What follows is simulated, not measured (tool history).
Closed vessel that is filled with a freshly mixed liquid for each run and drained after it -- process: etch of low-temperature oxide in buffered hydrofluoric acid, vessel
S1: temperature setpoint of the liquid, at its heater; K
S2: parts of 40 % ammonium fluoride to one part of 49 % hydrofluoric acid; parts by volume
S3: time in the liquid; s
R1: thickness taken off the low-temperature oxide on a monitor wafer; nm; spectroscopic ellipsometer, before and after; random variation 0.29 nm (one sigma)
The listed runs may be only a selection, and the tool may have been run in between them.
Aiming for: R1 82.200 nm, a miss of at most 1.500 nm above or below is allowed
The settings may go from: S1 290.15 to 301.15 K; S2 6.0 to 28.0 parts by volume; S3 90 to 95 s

run	hour	S1	S2	S3	R1
1	0.0	293.15	17.0	90	108.060
2	2.6	295.15	17.0	90	119.870
3	7.6	295.15	17.0	95	127.480
4	10.8	293.65	17.0	95	117.050
5	13.5	292.65	18.0	95	104.690
6	15.9	294.15	18.0	95	113.580
7	18.1	293.15	18.5	95	105.050
# hour 26.3: hydrofluoric acid flow meter replaced
8	26.3	292.15	19.0	95	107.350
9	34.7	291.65	21.0	95	95.561
10	41.5	291.15	22.0	95	90.697

Of the 4 settings listed for the next run, only one would bring every result within its allowed miss of target. Which one?
A	48.3	290.65	22.5	90	?
B	48.3	290.15	21.5	95	?
C	48.3	290.15	22.0	95	?
D	48.3	291.15	22.0	90	?

move	R1
A	82.056
B	86.859
C	85.490
D	85.751
A: every result lands within tolerance
B: gains on the last run, yet a result remains outside its allowed miss
C: gains on the last run, yet a result remains outside its allowed miss
D: gains on the last run, yet a result remains outside its allowed miss
A is the move that brings every result within its allowed miss.
